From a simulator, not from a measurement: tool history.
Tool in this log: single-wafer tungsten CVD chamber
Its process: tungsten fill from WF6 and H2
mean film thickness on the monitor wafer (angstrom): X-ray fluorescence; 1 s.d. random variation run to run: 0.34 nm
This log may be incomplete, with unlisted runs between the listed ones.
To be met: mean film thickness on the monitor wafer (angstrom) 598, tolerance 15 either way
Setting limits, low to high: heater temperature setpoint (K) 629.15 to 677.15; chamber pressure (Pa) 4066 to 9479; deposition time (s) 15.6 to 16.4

run  hour  heater temperature setpoint (K)  chamber pressure (Pa)  deposition time (s)  mean film thickness on the monitor wafer (angstrom)
  1     0                           653.15                   6773                 16.4                                               388.38
  2   2.6                           648.15                   6773                 16.4                                               356.93
  3   4.6                           648.15                   6773                 16.4                                               351.91
  4   8.8                           648.15                   6773                 16.4                                               356.23
  5  11.4                           657.15                   6853                 16.4                                                417.3
  6  16.6                           657.15                   6119                 16.4                                               397.35
  7  19.2                           663.15                   6373                 16.4                                               450.49
  8    28                           667.15                   6533                 16.4                                               487.76
  9  36.9                           670.15                   6666                 16.4                                               513.28

Of the 5 settings listed for the next run, only one would bring every result within its allowed miss of target. Which one?
  A  45.8                           666.15                   7066                 15.6                                                    ?
  B  45.8                           674.15                   9039                 16.4                                                    ?
  C  45.8                           677.15                   7959                 16.4                                                    ?
  D  45.8                           675.15                   7546                 16.4                                                    ?
  E  45.8                           677.15                   8426                 16.4                                                    ?

move  mean film thickness on the monitor wafer (angstrom)
   A                                               474.66
   B                                               632.42
   C                                               629.06
   D                                               595.63
   E                                               644.57
A: further off than the last run
B: takes the biggest miss from the last run beyond its target
C: takes the biggest miss from the last run beyond its target
D: meets every target
E: takes the biggest miss from the last run beyond its target
Correct choice: D, which meets every target

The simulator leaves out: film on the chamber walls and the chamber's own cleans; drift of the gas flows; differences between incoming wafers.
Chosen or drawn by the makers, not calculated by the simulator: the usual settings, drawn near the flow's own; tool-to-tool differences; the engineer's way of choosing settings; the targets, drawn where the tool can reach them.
